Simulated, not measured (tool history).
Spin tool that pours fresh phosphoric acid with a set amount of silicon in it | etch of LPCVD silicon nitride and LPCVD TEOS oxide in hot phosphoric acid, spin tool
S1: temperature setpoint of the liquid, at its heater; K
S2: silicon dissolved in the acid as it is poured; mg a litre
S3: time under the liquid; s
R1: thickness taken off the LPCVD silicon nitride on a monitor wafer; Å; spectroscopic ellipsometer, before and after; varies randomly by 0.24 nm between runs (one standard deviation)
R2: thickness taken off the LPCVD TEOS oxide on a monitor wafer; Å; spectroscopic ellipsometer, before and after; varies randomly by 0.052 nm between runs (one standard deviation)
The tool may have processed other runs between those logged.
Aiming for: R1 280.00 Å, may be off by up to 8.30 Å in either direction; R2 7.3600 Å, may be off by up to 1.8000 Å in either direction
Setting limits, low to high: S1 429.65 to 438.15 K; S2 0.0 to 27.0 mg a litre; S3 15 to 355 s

| run | hour | S1 | S2 | S3 | R1 | R2 |
|---|---|---|---|---|---|---|
| 1 | 0.0 | 433.15 | 12.0 | 180 | 154.82 | 2.9116 |
| 2 | 4.3 | 431.15 | 12.0 | 180 | 144.09 | 2.8945 |
| 3 | 11.3 | 432.15 | 9.0 | 205 | 170.58 | 4.0367 |
| 4 | 18.7 | 433.15 | 8.5 | 220 | 187.58 | 4.2961 |
| 5 | 26.1 | 433.15 | 8.5 | 165 | 141.09 | 3.2135 |
| 6 | 27.0 | 434.15 | 7.5 | 195 | 172.59 | 4.2907 |
| 7 | 34.2 | 435.15 | 7.5 | 215 | 196.54 | 5.5133 |
| 8 | 41.9 | 435.65 | 9.0 | 230 | 216.89 | 5.5980 |

4 next moves are on the table. One of them brings every result within its allowed miss. Which?
| A | 49.6 | 436.65 | 10.5 | 290 | ? | ? |
| B | 49.6 | 438.15 | 3.0 | 230 | ? | ? |
| C | 49.6 | 435.15 | 24.5 | 305 | ? | ? |
| D | 49.6 | 434.65 | 25.0 | 340 | ? | ? |

| move | R1 | R2 |
|---|---|---|
| A | 278.94 | 6.4728 |
| B | 232.43 | 6.6896 |
| C | 279.13 | 4.1809 |
| D | 306.02 | 4.4189 |
A: all results in spec
B: nearer than the last run, and not there yet
C: puts the biggest miss on target and leaves a different result outside tolerance
D: takes the biggest miss from the last run beyond its target
Correct choice: A, which meets every target
